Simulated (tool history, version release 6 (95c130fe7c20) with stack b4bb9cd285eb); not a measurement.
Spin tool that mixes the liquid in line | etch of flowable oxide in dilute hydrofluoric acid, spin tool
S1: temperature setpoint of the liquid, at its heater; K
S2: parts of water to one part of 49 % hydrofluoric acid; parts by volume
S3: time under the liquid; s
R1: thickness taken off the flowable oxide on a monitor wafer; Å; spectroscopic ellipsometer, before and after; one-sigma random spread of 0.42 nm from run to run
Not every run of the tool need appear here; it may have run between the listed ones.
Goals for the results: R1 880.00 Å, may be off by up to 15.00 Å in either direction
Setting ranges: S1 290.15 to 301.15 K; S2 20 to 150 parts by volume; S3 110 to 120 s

run,hour,S1,S2,S3,R1
1,0.0,293.15,85,110,375.84
2,2.7,295.65,75,110,479.86
3,6.5,295.65,75,120,523.22
4,13.3,295.65,75,120,523.51
5,15.9,297.15,70,120,597.06
6,16.5,298.15,65,120,676.62
7,21.5,301.15,55,120,912.41
8,29.0,301.15,55,120,921.64
9,34.7,299.65,55,120,863.65

Exactly one of the 4 candidate moves below puts every result within its allowed miss. Which one?
A,40.4,297.65,50,120,?
B,40.4,300.15,55,115,?
C,40.4,298.65,50,120,?
D,40.4,298.65,50,110,?

move,R1
A,881.78
B,844.23
C,918.53
D,841.98
A: in spec on every target
B: misses by more than the last run did
C: the result that was furthest off in the last run now lies on the other side of its target
D: misses by more than the last run did
A meets every target.
